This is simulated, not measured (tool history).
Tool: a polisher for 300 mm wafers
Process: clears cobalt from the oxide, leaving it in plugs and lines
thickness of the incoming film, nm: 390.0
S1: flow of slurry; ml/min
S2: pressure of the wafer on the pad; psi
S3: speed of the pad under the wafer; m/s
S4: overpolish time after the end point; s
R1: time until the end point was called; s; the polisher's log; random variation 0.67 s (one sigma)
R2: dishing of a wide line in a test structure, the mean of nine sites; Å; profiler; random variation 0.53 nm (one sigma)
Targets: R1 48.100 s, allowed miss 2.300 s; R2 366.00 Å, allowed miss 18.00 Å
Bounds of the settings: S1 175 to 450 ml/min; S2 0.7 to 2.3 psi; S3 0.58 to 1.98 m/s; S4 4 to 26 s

run 1 hour=0.0 | S1=290 S2=1.5 S3=1.28 S4=13 | R1=79.892 R2=306.95
run 2 hour=7.9 | S1=320 S2=1.5 S3=1.28 S4=13 | R1=81.024 R2=294.26
run 3 hour=8.7 | S1=320 S2=1.8 S3=1.28 S4=13 | R1=68.165 R2=323.92
run 4 hour=15.2 | S1=285 S2=1.8 S3=1.28 S4=13 | R1=67.939 R2=317.69
run 5 hour=23.0 | S1=285 S2=1.9 S3=1.30 S4=13 | R1=62.336 R2=323.19
run 6 hour=27.6 | S1=240 S2=1.9 S3=1.30 S4=13 | R1=65.064 R2=322.35
run 7 hour=30.7 | S1=245 S2=2.0 S3=1.32 S4=13 | R1=59.788 R2=329.39
run 8 hour=34.6 | S1=245 S2=2.1 S3=1.32 S4=13 | R1=57.285 R2=337.95
run 9 hour=36.3 | S1=245 S2=2.1 S3=1.34 S4=13 | R1=55.891 R2=350.66
run 10 hour=39.9 | S1=250 S2=2.2 S3=1.36 S4=12 | R1=53.179 R2=334.17

5 next moves are on the table. One of them brings every result within its allowed miss. Which?
run A hour=43.5 | S1=280 S2=2.3 S3=1.56 S4=8 | R1=? R2=?
run B hour=43.5 | S1=300 S2=2.2 S3=1.50 S4=10 | R1=? R2=?
run C hour=43.5 | S1=275 S2=2.1 S3=1.36 S4=15 | R1=? R2=?
run D hour=43.5 | S1=295 S2=2.2 S3=1.46 S4=13 | R1=? R2=?
run E hour=43.5 | S1=260 S2=2.3 S3=1.54 S4=12 | R1=? R2=?

move=A R1=43.498 R2=313.26
move=B R1=46.872 R2=331.53
move=C R1=54.451 R2=357.99
move=D R1=48.203 R2=355.78
move=E R1=44.414 R2=355.71
A: takes the result that was furthest off past its target
B: brings the result that was furthest off to its target, and leaves another outside
C: further off than the last run
D: meets every target
E: takes the result that was furthest off past its target
Move D is the one to make.
